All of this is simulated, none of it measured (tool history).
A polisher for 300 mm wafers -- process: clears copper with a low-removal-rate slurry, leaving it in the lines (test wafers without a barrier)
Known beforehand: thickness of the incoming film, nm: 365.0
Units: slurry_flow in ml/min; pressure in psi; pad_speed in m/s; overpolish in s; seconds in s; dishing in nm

run	hour	slurry_flow	pressure	pad_speed	slurry_solids	overpolish	seconds	dishing
1	0	145	3.7	1.16	1	10	91.419	27.146
2	1	145	3.8	1.16	1	11	88.152	30.285
3	2.6	145	3.8	1.16	1.2	11	85.252	32.694
4	3.4	110	3.8	1.16	1.2	11	88.337	30.359
5	4.1	110	3.8	1.16	1.2	8	85.379	21.992
6	6.5	110	3.8	1.04	1.2	8	99.742	20.07
7	9.1	110	4	1.04	1.2	9	95.852	23.696
8	11	115	4.2	1.04	1.2	9	87.408	24.867
9	11.6	115	4.3	1.04	1.2	10	84.567	28.485
10	14.4	115	4.4	1.04	1.2	10	83.172	29.224

Run 11 has not been measured yet. What should we expect?
11	18.8	115	4.5	1.04	1.2	10	?	?

{"run 11": {"seconds": 82.573, "dishing": 30.145}}
